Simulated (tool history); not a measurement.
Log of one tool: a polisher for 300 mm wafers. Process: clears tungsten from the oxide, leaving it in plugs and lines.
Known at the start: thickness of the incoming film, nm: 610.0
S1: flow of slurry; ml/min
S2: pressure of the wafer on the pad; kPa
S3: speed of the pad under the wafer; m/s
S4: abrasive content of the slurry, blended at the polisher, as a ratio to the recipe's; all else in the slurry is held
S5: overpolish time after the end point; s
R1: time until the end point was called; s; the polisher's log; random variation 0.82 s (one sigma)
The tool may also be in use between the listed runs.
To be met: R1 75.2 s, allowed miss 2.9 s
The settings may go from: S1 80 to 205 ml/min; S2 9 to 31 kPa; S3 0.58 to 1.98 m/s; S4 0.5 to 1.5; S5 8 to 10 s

run	hour	S1	S2	S3	S4	S5	R1
1	0	135	20	1.28	1	10	119.04
2	4.4	135	20	1.28	1.1	10	116.33
3	11.1	140	22.1	1.28	1.1	10	102.92
4	13.7	140	22.1	1.6	1.1	10	86.686
5	21.7	140	22.1	1.6	0.9	10	89.564
6	27.1	145	22.8	1.6	0.9	10	86.118
7	34.2	150	23.4	1.6	0.9	10	86.205
8	36.9	150	24.1	1.6	0.9	10	81.843
9	42.9	150	24.8	1.6	0.9	10	81.431

Which of these 5 next moves meets every target?
A	48.9	165	29	1.5	0.75	8	?
B	48.9	100	24.8	1.66	0.9	8	?
C	48.9	145	24.1	1.58	0.9	10	?
D	48.9	155	25.5	1.44	0.85	10	?
E	48.9	160	23.4	1.36	1.05	9	?

move	R1
A	76.388
B	81.945
C	83.254
D	87.139
E	93.88
A: meets every target
B: further off than the last run
C: further off than the last run
D: further off than the last run
E: further off than the last run
Move A is the one to make.
